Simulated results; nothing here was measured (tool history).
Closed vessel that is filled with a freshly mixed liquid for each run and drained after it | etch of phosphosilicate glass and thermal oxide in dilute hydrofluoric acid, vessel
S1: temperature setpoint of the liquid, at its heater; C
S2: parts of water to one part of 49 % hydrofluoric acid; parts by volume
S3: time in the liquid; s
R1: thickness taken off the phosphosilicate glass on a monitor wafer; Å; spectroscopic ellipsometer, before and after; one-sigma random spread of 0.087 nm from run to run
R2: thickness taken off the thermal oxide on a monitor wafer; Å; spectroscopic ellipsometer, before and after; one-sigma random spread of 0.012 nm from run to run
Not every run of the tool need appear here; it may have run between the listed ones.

run  hour    S1   S2  S3      R1       R2
  1   0.0  22.0  140  60  205.37  15.6160
  2   5.6  23.5  140  60  220.87  16.7270
  3  12.2  25.5  140  60  235.81  17.9740
  4  13.7  25.5  160  60  200.52  15.8490
  5  16.4  25.5  195  60  157.23  12.3480
  6  17.6  27.0  195  60  169.49  12.7250
  7  22.8  26.0  195  60  161.47  12.5460
  8  23.9  25.0  195  60  152.18  12.1260
  9  29.0  24.5  195  60  152.66  11.9810
 10  38.2  23.5  195  60  146.65  11.3190
 11  43.3  19.5  205  60  119.28   9.5205

The next listed run, before its measurement:
 12  52.4  18.5  205  60   ?   ?

R1: 112.87 Å
R2: 8.9493 Å

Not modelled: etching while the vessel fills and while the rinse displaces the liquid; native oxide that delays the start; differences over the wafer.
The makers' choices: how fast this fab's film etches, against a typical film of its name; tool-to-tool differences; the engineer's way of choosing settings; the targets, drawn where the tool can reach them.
